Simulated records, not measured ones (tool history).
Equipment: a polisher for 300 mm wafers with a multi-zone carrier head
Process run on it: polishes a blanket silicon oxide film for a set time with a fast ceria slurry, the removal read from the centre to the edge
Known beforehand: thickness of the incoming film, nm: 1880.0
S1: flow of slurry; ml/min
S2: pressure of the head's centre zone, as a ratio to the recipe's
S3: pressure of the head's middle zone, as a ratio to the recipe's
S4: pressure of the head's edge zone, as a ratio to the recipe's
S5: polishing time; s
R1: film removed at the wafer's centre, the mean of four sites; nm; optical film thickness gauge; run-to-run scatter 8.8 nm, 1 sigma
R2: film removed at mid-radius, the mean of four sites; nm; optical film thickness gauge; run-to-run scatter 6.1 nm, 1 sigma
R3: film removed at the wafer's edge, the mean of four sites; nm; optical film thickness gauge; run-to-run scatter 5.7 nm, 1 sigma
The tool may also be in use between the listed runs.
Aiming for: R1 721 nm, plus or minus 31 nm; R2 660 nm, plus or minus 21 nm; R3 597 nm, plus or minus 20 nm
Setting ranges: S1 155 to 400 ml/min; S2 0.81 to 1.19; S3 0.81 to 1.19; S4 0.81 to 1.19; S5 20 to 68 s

| run | hour | S1 | S2 | S3 | S4 | S5 | R1 | R2 | R3 |
|---|---|---|---|---|---|---|---|---|---|
| 1 | 0 | 255 | 1 | 1 | 1 | 44 | 574.95 | 556.02 | 577.29 |
| 2 | 1.2 | 260 | 1.02 | 1.02 | 1 | 44 | 581.98 | 567.18 | 578.79 |
| 3 | 4.9 | 265 | 1.04 | 1.03 | 0.99 | 44 | 590.59 | 574.19 | 580.68 |
| 4 | 5.6 | 265 | 1.04 | 0.99 | 0.99 | 44 | 601.25 | 547.07 | 575.03 |
| 5 | 7.5 | 270 | 1.06 | 1.01 | 0.98 | 44 | 617.18 | 564.76 | 573.07 |
| 6 | 10.5 | 270 | 1.06 | 1.01 | 0.98 | 48 | 659.23 | 615.35 | 613.65 |
| 7 | 14.2 | 275 | 1.07 | 1.02 | 0.97 | 48 | 680.86 | 621.66 | 621.54 |
| 8 | 16.6 | 280 | 1.08 | 1.03 | 0.96 | 48 | 677.11 | 627.9 | 621.85 |
| 9 | 24 | 280 | 1.09 | 1.04 | 0.95 | 48 | 702.93 | 626.57 | 619.82 |
| 10 | 26 | 280 | 1.09 | 1.05 | 0.94 | 48 | 688.2 | 633.78 | 620.97 |

Which one of the following 4 next-run settings gets every result inside its allowed miss? There is exactly one.
| A | 28 | 310 | 1.01 | 1.04 | 1.07 | 48 | ? | ? | ? |
| B | 28 | 275 | 1.02 | 1.01 | 1 | 49 | ? | ? | ? |
| C | 28 | 240 | 1.18 | 1.14 | 0.93 | 47 | ? | ? | ? |
| D | 28 | 255 | 1.16 | 1.02 | 0.94 | 50 | ? | ? | ? |

| move | R1 | R2 | R3 |
|---|---|---|---|
| A | 632.11 | 646.91 | 652.18 |
| B | 642.41 | 636.07 | 638.05 |
| C | 700.95 | 664.73 | 582.8 |
| D | 738.78 | 648.2 | 627.79 |
A: meets the target for the result that was furthest off, but another lies outside its allowed miss
B: moves away from the targets compared with the last run
C: hits every target within its allowed miss
D: meets the target for the result that was furthest off, but another lies outside its allowed miss
Correct choice: C, which meets every target

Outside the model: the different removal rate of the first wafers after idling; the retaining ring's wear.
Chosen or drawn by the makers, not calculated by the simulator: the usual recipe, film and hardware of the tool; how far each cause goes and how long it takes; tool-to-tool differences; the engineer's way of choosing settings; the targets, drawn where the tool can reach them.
